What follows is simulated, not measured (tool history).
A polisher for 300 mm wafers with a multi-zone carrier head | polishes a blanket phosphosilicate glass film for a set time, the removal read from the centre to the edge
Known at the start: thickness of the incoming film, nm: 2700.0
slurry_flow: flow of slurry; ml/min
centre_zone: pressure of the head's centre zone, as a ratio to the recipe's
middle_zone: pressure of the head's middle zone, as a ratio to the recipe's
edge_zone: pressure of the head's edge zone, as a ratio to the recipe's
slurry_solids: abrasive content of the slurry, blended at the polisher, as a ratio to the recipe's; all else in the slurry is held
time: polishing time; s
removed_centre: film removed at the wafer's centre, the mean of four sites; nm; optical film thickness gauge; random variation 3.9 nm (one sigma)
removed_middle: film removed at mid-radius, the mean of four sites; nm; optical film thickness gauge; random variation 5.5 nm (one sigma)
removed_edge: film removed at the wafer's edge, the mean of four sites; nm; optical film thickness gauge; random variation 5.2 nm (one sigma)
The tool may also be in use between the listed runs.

| run | hour | slurry_flow | centre_zone | middle_zone | edge_zone | slurry_solids | time | removed_centre | removed_middle | removed_edge |
|---|---|---|---|---|---|---|---|---|---|---|
| 1 | 0.0 | 125 | 1.00 | 1.00 | 1.00 | 1.00 | 87 | 510.66 | 500.08 | 523.50 |
| 2 | 1.7 | 125 | 1.00 | 1.00 | 1.00 | 0.80 | 87 | 466.11 | 443.99 | 465.76 |
| 3 | 7.2 | 120 | 0.96 | 1.00 | 1.04 | 0.85 | 87 | 458.60 | 458.13 | 493.21 |
| 4 | 8.8 | 115 | 0.93 | 1.00 | 1.07 | 0.85 | 87 | 439.62 | 456.97 | 491.24 |
| 5 | 14.9 | 115 | 0.93 | 1.00 | 1.07 | 0.65 | 87 | 391.88 | 391.54 | 430.09 |
| 6 | 22.1 | 115 | 0.93 | 1.00 | 1.07 | 0.65 | 68 | 300.79 | 319.51 | 338.32 |
| 7 | 22.8 | 125 | 0.91 | 0.98 | 1.11 | 0.80 | 68 | 331.06 | 350.27 | 388.40 |
| 8 | 26.8 | 135 | 0.89 | 0.98 | 1.13 | 0.90 | 68 | 345.06 | 367.72 | 417.22 |

Forecast run 9:
| 9 | 33.2 | 140 | 0.88 | 0.99 | 1.15 | 1.00 | 68 | ? | ? | ? |

removed_centre: 368.26 nm
removed_middle: 398.83 nm
removed_edge: 449.11 nm
